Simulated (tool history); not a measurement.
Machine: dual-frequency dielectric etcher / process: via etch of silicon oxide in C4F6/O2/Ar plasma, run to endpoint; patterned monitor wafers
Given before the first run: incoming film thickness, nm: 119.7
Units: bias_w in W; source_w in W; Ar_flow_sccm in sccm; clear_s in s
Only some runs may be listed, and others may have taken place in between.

run  hour  bias_w  source_w  Ar_flow_sccm  clear_s
  1   0.0     360       450           333   31.048
  2   3.9     317       450           333   32.618
  3  10.7     331       450           333   31.969
  4  14.1     331       450           383   32.754
  5  21.6     382       450           383   30.882
  6  24.5     382       450           336   30.293
  7  27.0     390       450           336   30.045

Run 8 comes next. What will it give?
  8  31.2     397       450           336        ?

For run 8 the tool returned clear_s 29.945 s.
